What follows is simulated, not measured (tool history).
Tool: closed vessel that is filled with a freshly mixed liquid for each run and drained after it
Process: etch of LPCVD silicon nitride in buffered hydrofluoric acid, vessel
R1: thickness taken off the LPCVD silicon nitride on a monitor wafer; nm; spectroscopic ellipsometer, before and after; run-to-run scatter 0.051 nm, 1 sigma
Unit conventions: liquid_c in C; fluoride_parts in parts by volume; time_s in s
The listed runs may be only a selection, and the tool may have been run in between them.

run 1 day=0 | liquid_c=20 fluoride_parts=21.5 time_s=760 | R1=4.7718
run 2 day=0.329 | liquid_c=20 fluoride_parts=21.5 time_s=555 | R1=3.445
run 3 day=0.675 | liquid_c=22.5 fluoride_parts=21 time_s=555 | R1=4.0326
run 4 day=0.696 | liquid_c=22.5 fluoride_parts=17 time_s=555 | R1=4.8767
run 5 day=1 | liquid_c=23.5 fluoride_parts=17 time_s=555 | R1=5.2016
run 6 day=1.342 | liquid_c=23.5 fluoride_parts=17 time_s=760 | R1=7.0636
run 7 day=1.512 | liquid_c=22.5 fluoride_parts=17 time_s=760 | R1=6.7105

Run 8 is up next; what results do you expect?
run 8 day=1.596 | liquid_c=21 fluoride_parts=17 time_s=760 | R1=?

{"run 8": {"R1": 6.1218}}
